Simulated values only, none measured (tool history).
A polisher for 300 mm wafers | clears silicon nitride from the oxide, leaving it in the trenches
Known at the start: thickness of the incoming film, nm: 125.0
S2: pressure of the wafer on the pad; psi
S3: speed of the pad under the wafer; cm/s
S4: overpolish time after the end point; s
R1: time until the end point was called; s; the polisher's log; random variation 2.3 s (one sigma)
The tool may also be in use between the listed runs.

{"run": 1, "hour": 0.0, "flow of slurry (ml/min)": 300, "S2": 3.4, "S3": 122, "S4": 26, "R1": 109.87}
{"run": 2, "hour": 0.9, "flow of slurry (ml/min)": 300, "S2": 2.6, "S3": 122, "S4": 26, "R1": 132.95}
{"run": 3, "hour": 8.7, "flow of slurry (ml/min)": 300, "S2": 2.4, "S3": 114, "S4": 26, "R1": 145.06}
{"run": 4, "hour": 11.7, "flow of slurry (ml/min)": 295, "S2": 2.2, "S3": 104, "S4": 26, "R1": 164.41}
{"run": 5, "hour": 19.3, "flow of slurry (ml/min)": 295, "S2": 2, "S3": 98, "S4": 26, "R1": 185}
{"run": 6, "hour": 21.5, "flow of slurry (ml/min)": 295, "S2": 2, "S3": 98, "S4": 28, "R1": 187.24}
{"run": 7, "hour": 24.8, "flow of slurry (ml/min)": 295, "S2": 1.9, "S3": 96, "S4": 28, "R1": 191.84}
{"run": 8, "hour": 27.4, "flow of slurry (ml/min)": 295, "S2": 1.8, "S3": 92, "S4": 28, "R1": 212.36}

The next listed run, before its measurement:
{"run": 9, "hour": 33.0, "flow of slurry (ml/min)": 295, "S2": 1.7, "S3": 92, "S4": 28, "R1": "?"}

Run 9 gave R1 218.91 s.
